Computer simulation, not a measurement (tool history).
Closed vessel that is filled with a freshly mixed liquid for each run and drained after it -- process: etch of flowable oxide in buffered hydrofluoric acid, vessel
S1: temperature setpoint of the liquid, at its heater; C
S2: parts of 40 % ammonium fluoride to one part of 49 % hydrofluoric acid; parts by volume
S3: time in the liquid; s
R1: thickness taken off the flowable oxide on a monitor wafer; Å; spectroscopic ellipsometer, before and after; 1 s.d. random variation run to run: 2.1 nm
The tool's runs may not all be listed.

| run | hour | S1 | S2 | S3 | R1 |
|---|---|---|---|---|---|
| 1 | 0 | 21 | 17 | 90 | 1594 |
| 2 | 2.2 | 17.5 | 17 | 90 | 1304 |
| 3 | 9 | 21 | 14 | 90 | 1926.2 |
| 4 | 11.1 | 23.5 | 12.5 | 90 | 2471 |
|  | 19.6 | hydrofluoric acid flow meter replaced |
| 5 | 19.6 | 23.5 | 12.5 | 100 | 2502.4 |
| 6 | 23.4 | 23.5 | 12.5 | 100 | 2477.1 |

Predict the results of run 7:
| 7 | 26.1 | 25.5 | 11 | 100 | ? |

{"run 7": {"R1": 3149.5}}
